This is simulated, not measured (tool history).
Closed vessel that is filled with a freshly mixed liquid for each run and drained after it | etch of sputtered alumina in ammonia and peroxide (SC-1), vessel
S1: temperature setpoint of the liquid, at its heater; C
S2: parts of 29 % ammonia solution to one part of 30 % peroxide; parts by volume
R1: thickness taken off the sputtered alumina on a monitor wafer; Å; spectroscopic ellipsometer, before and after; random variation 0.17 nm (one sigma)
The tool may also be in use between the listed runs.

{"run": 1, "hour": 0.0, "S1": 52.0, "S2": 0.5, "time in the liquid (s)": 1875, "R1": 800.25}
{"run": 2, "hour": 5.2, "S1": 49.0, "S2": 0.5, "time in the liquid (s)": 1875, "R1": 673.03}
{"run": 3, "hour": 7.4, "S1": 49.0, "S2": 0.4, "time in the liquid (s)": 1875, "R1": 663.74}
{"run": 4, "hour": 15.4, "S1": 49.0, "S2": 0.5, "time in the liquid (s)": 1875, "R1": 676.94}
{"run": 5, "hour": 16.7, "S1": 47.0, "S2": 0.5, "time in the liquid (s)": 1875, "R1": 603.6}
{"run": 6, "hour": 23.1, "S1": 45.5, "S2": 0.5, "time in the liquid (s)": 1875, "R1": 557.83}
{"run": 7, "hour": 31.6, "S1": 44.5, "S2": 0.5, "time in the liquid (s)": 1875, "R1": 524.53}

Run 8 comes next. What will it give?
{"run": 8, "hour": 32.6, "S1": 44.0, "S2": 0.5, "time in the liquid (s)": 1875, "R1": "?"}

{"run 8": {"R1": 507.87}}

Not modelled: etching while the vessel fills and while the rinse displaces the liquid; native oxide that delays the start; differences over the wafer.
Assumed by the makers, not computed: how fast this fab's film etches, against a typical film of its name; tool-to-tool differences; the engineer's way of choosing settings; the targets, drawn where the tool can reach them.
